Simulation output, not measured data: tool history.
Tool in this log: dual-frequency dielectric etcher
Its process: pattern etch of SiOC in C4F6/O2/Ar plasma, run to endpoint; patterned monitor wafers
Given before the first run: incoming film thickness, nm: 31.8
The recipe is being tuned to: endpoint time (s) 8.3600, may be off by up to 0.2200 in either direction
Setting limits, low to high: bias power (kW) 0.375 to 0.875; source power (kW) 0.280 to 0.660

run	hour	bias power (kW)	source power (kW)	endpoint time (s)
1	0.0	0.625	0.470	9.6903
2	3.7	0.650	0.480	9.5822
3	4.4	0.743	0.480	8.8949
4	10.7	0.659	0.480	9.4034
5	12.8	0.678	0.480	9.3535
6	18.0	0.678	0.440	9.7020
7	20.8	0.700	0.450	9.6643
8	29.2	0.717	0.460	9.2807
9	29.9	0.734	0.460	9.1004
10	38.6	0.746	0.460	9.1107
11	44.8	0.760	0.460	9.0526

Which single option among these 4 for the next run brings every result within its allowed miss of target? Just one does.
A	51.0	0.875	0.550	?
B	51.0	0.790	0.520	?
C	51.0	0.730	0.380	?
D	51.0	0.576	0.490	?

move	endpoint time (s)
A	7.9490
B	8.5298
C	10.3800
D	10.0430
A: takes the biggest miss from the last run beyond its target
B: all results in spec
C: moves away from the targets compared with the last run
D: moves away from the targets compared with the last run
Go with B: it meets all targets.
